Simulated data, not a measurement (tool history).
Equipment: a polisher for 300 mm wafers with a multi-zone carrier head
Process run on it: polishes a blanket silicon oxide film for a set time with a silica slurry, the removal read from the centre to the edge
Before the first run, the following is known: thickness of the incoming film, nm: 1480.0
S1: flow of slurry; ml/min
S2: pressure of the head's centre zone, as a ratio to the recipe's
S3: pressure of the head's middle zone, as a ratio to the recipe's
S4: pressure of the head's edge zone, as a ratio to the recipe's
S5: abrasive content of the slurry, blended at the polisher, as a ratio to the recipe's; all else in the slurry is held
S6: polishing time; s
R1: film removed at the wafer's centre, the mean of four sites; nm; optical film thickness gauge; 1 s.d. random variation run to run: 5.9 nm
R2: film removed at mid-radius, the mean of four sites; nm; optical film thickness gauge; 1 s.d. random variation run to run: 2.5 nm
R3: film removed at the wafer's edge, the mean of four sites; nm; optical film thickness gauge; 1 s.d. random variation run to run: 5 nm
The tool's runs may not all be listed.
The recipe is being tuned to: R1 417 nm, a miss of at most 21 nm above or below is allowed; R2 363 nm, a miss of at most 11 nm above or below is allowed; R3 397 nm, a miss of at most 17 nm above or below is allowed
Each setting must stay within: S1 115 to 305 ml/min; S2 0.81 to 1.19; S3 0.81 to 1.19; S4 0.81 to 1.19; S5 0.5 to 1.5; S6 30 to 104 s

run	hour	S1	S2	S3	S4	S5	S6	R1	R2	R3
1	0	195	1	1	1	1	67	275.13	287.4	283.95
2	1.1	205	1.04	0.99	1.04	1.15	68	316.55	306.55	313.84
3	6.6	205	1.1	0.99	1.04	1.15	68	334.37	307.29	313.15
4	7.7	210	1.1	0.99	1.08	1.25	68	346.75	315.48	326.44
5	11.5	210	1.1	0.99	1.08	1.1	68	337.99	302.3	315.56
6	17.6	210	1.1	0.99	1.08	1.2	68	342.83	313.36	321.63
7	19.1	235	1.15	0.93	1.18	1.45	73	412.88	343.17	384.67
8	26	235	1.15	0.93	1.18	1.45	73	418.02	345.93	381.95

Of the 5 settings listed for the next run, only one would bring every result within its allowed miss of target. Which one?
A	32.9	250	1.07	0.91	1.07	1.4	79	?	?	?
B	32.9	210	1.06	0.81	1.19	1.45	81	?	?	?
C	32.9	255	1.18	0.85	1.19	1.5	74	?	?	?
D	32.9	240	1.13	0.89	1.19	1.45	73	?	?	?
E	32.9	250	1.11	0.84	1.14	1.35	77	?	?	?

move	R1	R2	R3
A	421.58	368.02	408.07
B	421.73	340.66	432.95
C	446.82	334.93	407.56
D	413.98	336.25	395.18
E	420.99	332.81	402.33
A: all results in spec
B: its largest miss is bigger than the last run's
C: its largest miss is bigger than the last run's
D: its largest miss is bigger than the last run's
E: its largest miss is bigger than the last run's
The right move is A.
